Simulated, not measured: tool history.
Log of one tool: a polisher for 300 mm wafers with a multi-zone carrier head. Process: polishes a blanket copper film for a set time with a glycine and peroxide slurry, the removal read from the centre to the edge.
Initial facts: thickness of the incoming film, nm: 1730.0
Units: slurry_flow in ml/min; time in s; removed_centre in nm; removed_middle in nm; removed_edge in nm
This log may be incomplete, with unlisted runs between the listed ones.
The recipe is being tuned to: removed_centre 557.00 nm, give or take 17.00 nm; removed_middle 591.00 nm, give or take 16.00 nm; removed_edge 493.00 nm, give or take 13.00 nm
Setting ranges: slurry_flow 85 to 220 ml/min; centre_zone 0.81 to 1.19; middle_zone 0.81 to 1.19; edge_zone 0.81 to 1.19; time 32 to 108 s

run 1 day=0.000 | slurry_flow=140 centre_zone=1.00 middle_zone=1.00 edge_zone=1.00 time=70 | removed_centre=542.04 removed_middle=552.83 removed_edge=545.72
run 2 day=0.212 | slurry_flow=110 centre_zone=1.00 middle_zone=1.00 edge_zone=1.00 time=70 | removed_centre=509.10 removed_middle=514.61 removed_edge=522.26
run 3 day=0.296 | slurry_flow=110 centre_zone=0.92 middle_zone=1.00 edge_zone=1.00 time=70 | removed_centre=462.00 removed_middle=515.47 removed_edge=524.97
run 4 day=0.542 | slurry_flow=125 centre_zone=0.95 middle_zone=1.02 edge_zone=0.95 time=69 | removed_centre=490.67 removed_middle=537.27 removed_edge=511.84
run 5 day=0.871 | slurry_flow=125 centre_zone=0.95 middle_zone=1.02 edge_zone=0.91 time=69 | removed_centre=495.36 removed_middle=532.50 removed_edge=503.69
run 6 day=1.246 | slurry_flow=135 centre_zone=0.96 middle_zone=1.04 edge_zone=0.88 time=68 | removed_centre=504.02 removed_middle=546.47 removed_edge=500.96
run 7 day=1.546 | slurry_flow=145 centre_zone=0.98 middle_zone=1.06 edge_zone=0.86 time=67 | removed_centre=522.01 removed_middle=553.49 removed_edge=489.91
run 8 day=1.767 | slurry_flow=155 centre_zone=0.98 middle_zone=1.07 edge_zone=0.85 time=67 | removed_centre=523.96 removed_middle=558.25 removed_edge=493.77

5 next moves are on the table. One of them brings every result within its allowed miss. Which?
run A day=1.988 | slurry_flow=160 centre_zone=1.09 middle_zone=1.12 edge_zone=0.85 time=67 | removed_centre=? removed_middle=? removed_edge=?
run B day=1.988 | slurry_flow=160 centre_zone=0.98 middle_zone=1.05 edge_zone=1.01 time=65 | removed_centre=? removed_middle=? removed_edge=?
run C day=1.988 | slurry_flow=175 centre_zone=0.99 middle_zone=1.07 edge_zone=0.93 time=69 | removed_centre=? removed_middle=? removed_edge=?
run D day=1.988 | slurry_flow=150 centre_zone=0.99 middle_zone=1.06 edge_zone=0.85 time=71 | removed_centre=? removed_middle=? removed_edge=?
run E day=1.988 | slurry_flow=115 centre_zone=1.04 middle_zone=1.12 edge_zone=0.81 time=72 | removed_centre=? removed_middle=? removed_edge=?

move=A removed_centre=584.15 removed_middle=588.44 removed_edge=495.18
move=B removed_centre=508.87 removed_middle=540.44 removed_edge=518.92
move=C removed_centre=555.94 removed_middle=592.66 removed_edge=536.92
move=D removed_centre=553.53 removed_middle=587.59 removed_edge=520.30
move=E removed_centre=548.60 removed_middle=585.53 removed_edge=493.79
A: the furthest-off result lands on target, but another misses its tolerance
B: further off than the last run
C: the furthest-off result lands on target, but another misses its tolerance
D: the furthest-off result lands on target, but another misses its tolerance
E: all results in spec
E meets every target.

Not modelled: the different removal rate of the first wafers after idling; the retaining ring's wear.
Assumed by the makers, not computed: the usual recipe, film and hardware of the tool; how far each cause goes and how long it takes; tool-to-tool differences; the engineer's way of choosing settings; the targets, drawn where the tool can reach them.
